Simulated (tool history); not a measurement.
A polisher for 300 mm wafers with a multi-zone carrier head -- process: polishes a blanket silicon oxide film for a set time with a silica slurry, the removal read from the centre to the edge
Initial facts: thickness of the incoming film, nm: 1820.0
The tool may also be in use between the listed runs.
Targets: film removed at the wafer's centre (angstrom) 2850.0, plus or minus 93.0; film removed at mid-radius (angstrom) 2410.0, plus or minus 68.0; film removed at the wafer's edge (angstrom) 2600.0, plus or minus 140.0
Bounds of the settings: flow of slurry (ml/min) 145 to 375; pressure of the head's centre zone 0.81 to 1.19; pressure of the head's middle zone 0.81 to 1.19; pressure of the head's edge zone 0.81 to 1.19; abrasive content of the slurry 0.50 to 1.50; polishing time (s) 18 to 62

| run | day | flow of slurry (ml/min) | pressure of the head's centre zone | pressure of the head's middle zone | pressure of the head's edge zone | abrasive content of the slurry | polishing time (s) | film removed at the wafer's centre (angstrom) | film removed at mid-radius (angstrom) | film removed at the wafer's edge (angstrom) |
|---|---|---|---|---|---|---|---|---|---|---|
| 1 | 0.000 | 240 | 1.00 | 1.00 | 1.00 | 1.00 | 40 | 1574.2 | 1575.0 | 1610.5 |
| 2 | 0.029 | 240 | 1.00 | 1.00 | 1.00 | 1.00 | 45 | 1799.7 | 1790.7 | 1832.2 |
| 3 | 0.117 | 240 | 0.96 | 1.00 | 1.00 | 1.00 | 45 | 1718.6 | 1767.8 | 1791.3 |
| 4 | 0.175 | 255 | 1.02 | 1.00 | 1.02 | 1.10 | 45 | 1935.6 | 1889.5 | 1949.5 |
| 5 | 0.471 | 265 | 1.06 | 1.00 | 1.04 | 1.20 | 45 | 2120.8 | 1997.0 | 2031.3 |
| 6 | 0.629 | 265 | 1.06 | 1.03 | 1.04 | 1.20 | 45 | 2093.6 | 2041.4 | 2066.0 |
| 7 | 0.779 | 275 | 1.09 | 1.02 | 1.07 | 1.30 | 45 | 2268.3 | 2123.8 | 2192.3 |
| 8 | 0.888 | 285 | 1.11 | 1.02 | 1.09 | 1.35 | 45 | 2302.1 | 2170.9 | 2194.8 |
| 9 | 0.921 | 270 | 1.12 | 1.00 | 1.09 | 1.40 | 46 | 2400.0 | 2198.3 | 2412.1 |
|  | 0.946 | slurry nozzle cleaned |
| 10 | 0.946 | 280 | 1.14 | 1.00 | 1.08 | 1.40 | 46 | 2642.5 | 2318.3 | 2437.6 |
| 11 | 1.025 | 280 | 1.14 | 0.99 | 1.08 | 1.40 | 46 | 2545.8 | 2315.0 | 2371.4 |

Which single option among these 5 for the next run brings every result within its allowed miss of target? Just one does.
| A | 1.104 | 295 | 1.14 | 1.02 | 1.06 | 1.45 | 50 | ? | ? | ? |
| B | 1.104 | 350 | 1.15 | 1.04 | 0.94 | 1.45 | 48 | ? | ? | ? |
| C | 1.104 | 375 | 1.19 | 1.05 | 0.91 | 1.35 | 48 | ? | ? | ? |
| D | 1.104 | 255 | 1.10 | 0.96 | 0.99 | 1.40 | 52 | ? | ? | ? |
| E | 1.104 | 345 | 1.17 | 0.95 | 1.06 | 1.30 | 51 | ? | ? | ? |

| move | film removed at the wafer's centre (angstrom) | film removed at mid-radius (angstrom) | film removed at the wafer's edge (angstrom) |
|---|---|---|---|
| A | 2830.1 | 2606.6 | 2671.1 |
| B | 2776.8 | 2579.5 | 2444.7 |
| C | 2773.4 | 2530.9 | 2340.8 |
| D | 2781.9 | 2504.0 | 2621.7 |
| E | 2836.3 | 2411.5 | 2618.6 |
A: the furthest-off result lands on target, but another misses its tolerance
B: the furthest-off result lands on target, but another misses its tolerance
C: the furthest-off result lands on target, but another misses its tolerance
D: the furthest-off result lands on target, but another misses its tolerance
E: hits every target within its allowed miss
So the answer is move E, the one that meets all the targets.
